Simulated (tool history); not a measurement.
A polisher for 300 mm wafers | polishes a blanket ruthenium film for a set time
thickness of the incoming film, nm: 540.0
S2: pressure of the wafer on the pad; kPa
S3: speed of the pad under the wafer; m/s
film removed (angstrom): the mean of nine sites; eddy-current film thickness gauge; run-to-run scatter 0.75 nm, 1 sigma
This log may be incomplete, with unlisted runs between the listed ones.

Run 1, hour 0: flow of slurry (ml/min) 305, S2 16.5 kPa, S3 1.12 m/s, polishing time (s) 67. Result: film removed (angstrom) 1121.3.
Run 2, hour 1.9: flow of slurry (ml/min) 305, S2 16.5 kPa, S3 1.12 m/s, polishing time (s) 67. Result: film removed (angstrom) 1121.2.
Run 3, hour 5.1: flow of slurry (ml/min) 275, S2 16.5 kPa, S3 1.12 m/s, polishing time (s) 67. Result: film removed (angstrom) 1113.1.
Run 4, hour 12.4: flow of slurry (ml/min) 275, S2 16.5 kPa, S3 0.9 m/s, polishing time (s) 67. Result: film removed (angstrom) 899.96.
Run 5, hour 13.6: flow of slurry (ml/min) 275, S2 17.2 kPa, S3 0.9 m/s, polishing time (s) 67. Result: film removed (angstrom) 935.16.
Run 6, hour 20.7: flow of slurry (ml/min) 275, S2 17.2 kPa, S3 0.9 m/s, polishing time (s) 67. Result: film removed (angstrom) 928.23.
Run 7, hour 25.4: flow of slurry (ml/min) 280, S2 17.9 kPa, S3 0.9 m/s, polishing time (s) 67. Result: film removed (angstrom) 956.46.

For run 8, what comes out?
Run 8, hour 29.7: flow of slurry (ml/min) 280, S2 18.6 kPa, S3 0.9 m/s, polishing time (s) 67. Result: film removed (angstrom) ?.

{"run 8": {"film removed (angstrom)": 994.95}}
